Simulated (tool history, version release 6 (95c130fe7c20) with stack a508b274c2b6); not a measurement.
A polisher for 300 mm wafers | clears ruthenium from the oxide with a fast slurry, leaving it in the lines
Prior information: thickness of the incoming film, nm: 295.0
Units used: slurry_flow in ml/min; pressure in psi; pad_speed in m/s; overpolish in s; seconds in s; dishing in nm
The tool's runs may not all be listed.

| run | day | slurry_flow | pressure | pad_speed | slurry_solids | overpolish | seconds | dishing |
|---|---|---|---|---|---|---|---|---|
| 1 | 0 | 245 | 2.3 | 1.08 | 1 | 26 | 100.39 | 60.987 |
| 2 | 0.242 | 205 | 2.3 | 1.08 | 1 | 26 | 101.71 | 59.836 |
| 3 | 0.292 | 205 | 2.3 | 0.92 | 1 | 26 | 119.14 | 53.937 |
| 4 | 0.542 | 205 | 2.3 | 1.06 | 1 | 26 | 105.79 | 59.203 |
| 5 | 0.592 | 205 | 2.3 | 1.06 | 1.15 | 26 | 98.213 | 64.421 |
| 6 | 0.662 | 205 | 2.4 | 1.06 | 1.2 | 29 | 92.705 | 71.05 |
| 7 | 0.938 | 205 | 2.4 | 1.08 | 1.2 | 32 | 91.646 | 80.59 |

For run 8, what comes out?
| 8 | 0.983 | 205 | 2.5 | 1.08 | 1.2 | 34 | ? | ? |

{"run 8": {"seconds": 87.219, "dishing": 85.869}}
